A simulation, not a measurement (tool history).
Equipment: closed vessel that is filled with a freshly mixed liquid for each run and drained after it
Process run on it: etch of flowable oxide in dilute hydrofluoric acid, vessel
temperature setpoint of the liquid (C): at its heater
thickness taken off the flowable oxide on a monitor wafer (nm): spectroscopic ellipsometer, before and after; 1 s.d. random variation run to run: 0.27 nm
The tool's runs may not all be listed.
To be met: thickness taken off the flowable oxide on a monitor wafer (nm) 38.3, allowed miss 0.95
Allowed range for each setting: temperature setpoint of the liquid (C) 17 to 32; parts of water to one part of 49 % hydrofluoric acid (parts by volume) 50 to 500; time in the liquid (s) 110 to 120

run    day  temperature setpoint of the liquid (C)  parts of water to one part of 49 % hydrofluoric acid (parts by volume)  time in the liquid (s)  thickness taken off the flowable oxide on a monitor wafer (nm)
  1      0                                      24                                                                     275                     110                                                           16.88
  2  0.275                                    25.5                                                                     250                     110                                                          20.333
  3  0.412                                      22                                                                     250                     110                                                          17.685
  4  0.562                                      22                                                                     340                     110                                                          12.003
  5  0.875                                      22                                                                     340                     110                                                          12.025
  6  1.188                                      24                                                                     340                     110                                                          13.005
  7  1.229                                    25.5                                                                     305                     110                                                          15.591
  8  1.367                                    26.5                                                                     275                     110                                                          18.423
  9  1.638                                    27.5                                                                     250                     110                                                          21.418
 10  1.792                                    27.5                                                                     250                     110                                                          21.678
 11   2.05                                    31.5                                                                     140                     110                                                          50.983
 12   2.35                                    30.5                                                                     140                     110                                                          48.481
 13  2.492                                    29.5                                                                     140                     110                                                          46.718

Next run, 4 choices. One meets every target within its allowed miss, the rest don't. Which?
  A  2.633                                    26.5                                                                     165                     110                                                               ?
  B  2.633                                      31                                                                     125                     120                                                               ?
  C  2.633                                      30                                                                     175                     115                                                               ?
  D  2.633                                    30.5                                                                     140                     115                                                               ?

move  thickness taken off the flowable oxide on a monitor wafer (nm)
   A                                                          34.669
   B                                                          61.958
   C                                                          38.297
   D                                                          51.008
A: pushes the last run's worst result past its target
B: the biggest miss grows against the last run
C: meets every target
D: the biggest miss grows against the last run
The right move is C.
